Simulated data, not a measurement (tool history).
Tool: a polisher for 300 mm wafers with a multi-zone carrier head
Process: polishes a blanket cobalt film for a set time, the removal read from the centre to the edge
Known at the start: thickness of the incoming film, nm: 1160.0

run	hour	flow of slurry (ml/min)	pressure of the head's centre zone	pressure of the head's middle zone	pressure of the head's edge zone	polishing time (s)	film removed at the wafer's centre (angstrom)	film removed at mid-radius (angstrom)	film removed at the wafer's edge (angstrom)
1	0.0	290	1.00	1.00	1.00	87	3490.0	3717.8	3811.5
2	5.2	290	1.05	1.00	1.00	87	3684.8	3657.5	3777.5
3	6.6	285	1.03	0.99	0.97	76	3173.8	3219.3	3223.6
4	15.2	280	1.00	0.96	0.94	70	2858.3	2871.0	2965.0
5	18.2	250	1.00	0.96	0.94	70	2785.9	2812.6	2923.2
6	25.4	250	1.00	0.91	0.94	70	2748.9	2695.0	2923.2
7	34.3	250	0.98	0.92	0.91	66	2543.5	2551.9	2728.4

Run 8 comes next. What will it give?
8	39.1	250	0.97	0.93	0.89	64	?	?	?

film removed at the wafer's centre (angstrom): 2495.0
film removed at mid-radius (angstrom): 2481.9
film removed at the wafer's edge (angstrom): 2563.5
